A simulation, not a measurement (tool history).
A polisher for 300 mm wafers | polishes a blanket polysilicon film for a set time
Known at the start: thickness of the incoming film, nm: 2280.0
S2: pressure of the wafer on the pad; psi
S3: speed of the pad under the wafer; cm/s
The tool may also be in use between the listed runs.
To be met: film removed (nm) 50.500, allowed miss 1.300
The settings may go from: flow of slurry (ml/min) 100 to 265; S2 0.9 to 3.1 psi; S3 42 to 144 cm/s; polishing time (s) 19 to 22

run 1 hour=0.0 | flow_of_slurry_(ml/min)=170 S2=2.0 S3=92 polishing_time_(s)=22 | film_removed_(nm)=109.200
run 2 hour=0.8 | flow_of_slurry_(ml/min)=170 S2=2.2 S3=92 polishing_time_(s)=22 | film_removed_(nm)=118.000
run 3 hour=7.3 | flow_of_slurry_(ml/min)=170 S2=2.2 S3=92 polishing_time_(s)=22 | film_removed_(nm)=118.580
run 4 hour=11.8 | flow_of_slurry_(ml/min)=205 S2=2.2 S3=92 polishing_time_(s)=22 | film_removed_(nm)=122.970
run 5 hour=18.7 | flow_of_slurry_(ml/min)=205 S2=2.2 S3=92 polishing_time_(s)=19 | film_removed_(nm)=105.700
run 6 hour=24.5 | flow_of_slurry_(ml/min)=205 S2=2.2 S3=92 polishing_time_(s)=19 | film_removed_(nm)=105.520
run 7 hour=31.2 | flow_of_slurry_(ml/min)=205 S2=1.9 S3=88 polishing_time_(s)=19 | film_removed_(nm)=87.274
-- hour=38.0 slurry nozzle cleaned
run 8 hour=38.0 | flow_of_slurry_(ml/min)=205 S2=1.7 S3=88 polishing_time_(s)=19 | film_removed_(nm)=81.895
run 9 hour=40.0 | flow_of_slurry_(ml/min)=205 S2=1.5 S3=86 polishing_time_(s)=19 | film_removed_(nm)=70.429
run 10 hour=42.7 | flow_of_slurry_(ml/min)=205 S2=1.4 S3=86 polishing_time_(s)=19 | film_removed_(nm)=66.603
run 11 hour=45.1 | flow_of_slurry_(ml/min)=205 S2=1.3 S3=86 polishing_time_(s)=19 | film_removed_(nm)=61.938
run 12 hour=53.2 | flow_of_slurry_(ml/min)=205 S2=1.2 S3=86 polishing_time_(s)=19 | film_removed_(nm)=57.749

4 next moves are on the table. One of them brings every result within its allowed miss. Which?
run A hour=61.3 | flow_of_slurry_(ml/min)=235 S2=1.0 S3=82 polishing_time_(s)=19 | film_removed_(nm)=?
run B hour=61.3 | flow_of_slurry_(ml/min)=250 S2=1.2 S3=78 polishing_time_(s)=19 | film_removed_(nm)=?
run C hour=61.3 | flow_of_slurry_(ml/min)=180 S2=1.1 S3=78 polishing_time_(s)=19 | film_removed_(nm)=?
run D hour=61.3 | flow_of_slurry_(ml/min)=230 S2=1.3 S3=68 polishing_time_(s)=19 | film_removed_(nm)=?

move=A film_removed_(nm)=47.794
move=B film_removed_(nm)=54.080
move=C film_removed_(nm)=48.075
move=D film_removed_(nm)=50.554
A: takes the result that was furthest off past its target
B: nearer than the last run, and not there yet
C: takes the result that was furthest off past its target
D: meets every target
Move D is the one to make.

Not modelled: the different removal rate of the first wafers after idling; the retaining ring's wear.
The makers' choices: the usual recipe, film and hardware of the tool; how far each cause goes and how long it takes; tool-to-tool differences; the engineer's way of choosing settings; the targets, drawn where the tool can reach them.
